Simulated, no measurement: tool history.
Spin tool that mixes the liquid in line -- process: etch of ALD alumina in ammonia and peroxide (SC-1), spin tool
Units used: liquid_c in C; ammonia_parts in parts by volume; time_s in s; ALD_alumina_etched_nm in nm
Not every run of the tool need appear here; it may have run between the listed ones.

| run | hour | liquid_c | ammonia_parts | time_s | ALD_alumina_etched_nm |
|---|---|---|---|---|---|
| 1 | 0 | 55 | 0.95 | 35 | 3.3671 |
| 2 | 5.1 | 55 | 0.95 | 35 | 3.3384 |
| 3 | 6.1 | 54 | 0.95 | 35 | 3.1978 |
| 4 | 9.6 | 54 | 1.1 | 35 | 3.2706 |
| 5 | 12.3 | 58 | 1.1 | 35 | 4.0085 |
| 6 | 19.6 | 58 | 1.1 | 15 | 1.72 |
| 7 | 26.8 | 58 | 1.1 | 15 | 1.7331 |
| 8 | 34.1 | 55.5 | 1.1 | 15 | 1.5136 |
| 9 | 40.6 | 57 | 1.1 | 15 | 1.6288 |
| 10 | 42 | 58.5 | 1.05 | 15 | 1.7463 |
| 11 | 50.3 | 55.5 | 1 | 15 | 1.4966 |
|  | 59.2 | heated supply line repaired |
| 12 | 59.2 | 58 | 1 | 15 | 1.9892 |

Forecast run 13:
| 13 | 62.1 | 62 | 1 | 15 | ? |

Run 13 yielded ALD_alumina_etched_nm 2.4415 nm.
